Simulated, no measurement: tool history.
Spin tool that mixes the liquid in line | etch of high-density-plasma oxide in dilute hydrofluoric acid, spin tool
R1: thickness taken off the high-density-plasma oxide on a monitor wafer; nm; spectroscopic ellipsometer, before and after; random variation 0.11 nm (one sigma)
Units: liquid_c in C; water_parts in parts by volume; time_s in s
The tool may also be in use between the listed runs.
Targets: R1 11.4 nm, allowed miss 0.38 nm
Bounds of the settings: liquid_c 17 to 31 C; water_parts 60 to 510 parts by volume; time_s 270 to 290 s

{"run": 1, "hour": 0.0, "liquid_c": 23, "water_parts": 285, "time_s": 270, "R1": 4.0925}
{"run": 2, "hour": 5.3, "liquid_c": 25, "water_parts": 240, "time_s": 270, "R1": 5.3401}
{"run": 3, "hour": 6.2, "liquid_c": 27.5, "water_parts": 240, "time_s": 270, "R1": 5.9121}
{"run": 4, "hour": 13.2, "liquid_c": 26, "water_parts": 240, "time_s": 270, "R1": 5.6166}
{"run": 5, "hour": 17.8, "liquid_c": 26, "water_parts": 335, "time_s": 270, "R1": 3.6542}
{"run": 6, "hour": 21.9, "liquid_c": 26, "water_parts": 280, "time_s": 270, "R1": 4.6338}
{"run": 7, "hour": 26.7, "liquid_c": 27, "water_parts": 240, "time_s": 270, "R1": 5.806}
{"run": 8, "hour": 34.1, "liquid_c": 28, "water_parts": 210, "time_s": 270, "R1": 7.0971}
{"run": 9, "hour": 43.0, "liquid_c": 28.5, "water_parts": 190, "time_s": 270, "R1": 8.3088}
{"run": 10, "hour": 48.5, "liquid_c": 29, "water_parts": 180, "time_s": 270, "R1": 8.9653}
{"run": 11, "hour": 51.5, "liquid_c": 29.5, "water_parts": 175, "time_s": 270, "R1": 9.596}
{"run": 12, "hour": 53.3, "liquid_c": 30, "water_parts": 170, "time_s": 270, "R1": 9.971}
{"run": 13, "hour": 60.1, "liquid_c": 31, "water_parts": 145, "time_s": 270, "R1": 12.564}
{"run": 14, "hour": 66.2, "liquid_c": 30.5, "water_parts": 145, "time_s": 270, "R1": 12.241}

Which of these 5 next moves meets every target?
{"run": "A", "hour": 72.3, "liquid_c": 29.5, "water_parts": 165, "time_s": 275, "R1": "?"}
{"run": "B", "hour": 72.3, "liquid_c": 28, "water_parts": 145, "time_s": 275, "R1": "?"}
{"run": "C", "hour": 72.3, "liquid_c": 28, "water_parts": 140, "time_s": 285, "R1": "?"}
{"run": "D", "hour": 72.3, "liquid_c": 31, "water_parts": 145, "time_s": 270, "R1": "?"}
{"run": "E", "hour": 72.3, "liquid_c": 29.5, "water_parts": 165, "time_s": 280, "R1": "?"}

move=A R1=10.31
move=B R1=11.396
move=C R1=12.31
move=D R1=12.475
move=E R1=10.498
A: takes the result that was furthest off past its target
B: meets every target
C: further off than the last run
D: further off than the last run
E: takes the result that was furthest off past its target
The right move is B.
